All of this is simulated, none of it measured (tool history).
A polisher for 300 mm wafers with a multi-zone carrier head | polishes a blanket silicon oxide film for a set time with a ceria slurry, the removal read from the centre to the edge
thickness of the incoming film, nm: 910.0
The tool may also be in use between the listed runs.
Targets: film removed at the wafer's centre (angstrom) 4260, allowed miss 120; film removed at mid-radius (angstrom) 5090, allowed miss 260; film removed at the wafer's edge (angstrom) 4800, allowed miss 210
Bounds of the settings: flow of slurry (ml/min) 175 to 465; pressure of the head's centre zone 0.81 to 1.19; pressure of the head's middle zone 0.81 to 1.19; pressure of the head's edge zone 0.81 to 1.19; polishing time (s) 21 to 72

run	hour	flow of slurry (ml/min)	pressure of the head's centre zone	pressure of the head's middle zone	pressure of the head's edge zone	polishing time (s)	film removed at the wafer's centre (angstrom)	film removed at mid-radius (angstrom)	film removed at the wafer's edge (angstrom)
1	0	295	1	1	1	46	3696.7	3758.5	3569.5
2	6.1	295	1	1	0.93	46	3711	3712.4	3423.6
3	14.5	295	1	0.96	0.93	46	3730.8	3604.9	3412.1
4	17.9	295	1	1.04	0.93	46	3742.3	3944.7	3481.1
5	19	295	1	1.05	0.95	47	3857.8	3997.4	3612.9
6	26.2	295	0.99	1.06	0.97	48	3907	4128.7	3625.1
7	29.7	290	0.97	1.06	0.99	49	3936.4	4139	3793.5
8	34.8	320	0.88	1.16	1.09	56	4101	5196.7	4437.3
9	38.9	320	0.88	1.15	1.1	56	4202.5	5041.3	4488.6
10	41.9	320	0.88	1.15	1.11	56	4187.8	5170	4572.2
11	49.5	320	0.88	1.15	1.12	56	4158.6	5103.9	4541.9

5 next moves are on the table. One of them brings every result within its allowed miss. Which?
A	57.1	400	1.01	1.19	1.06	54	?	?	?
B	57.1	185	0.98	1.19	1.04	56	?	?	?
C	57.1	340	0.96	1.16	1.03	56	?	?	?
D	57.1	275	0.9	1.15	1.19	57	?	?	?
E	57.1	380	0.99	1.19	0.96	52	?	?	?

move	film removed at the wafer's centre (angstrom)	film removed at mid-radius (angstrom)	film removed at the wafer's edge (angstrom)
A	4626.5	5047.6	4340
B	4211.2	4758.1	4150.8
C	4539.5	5070.7	4395
D	4287	5017.5	4720.6
E	4365.6	4842.2	3978.1
A: further off than the last run
B: further off than the last run
C: further off than the last run
D: meets every target
E: further off than the last run
Move D is the one to make.
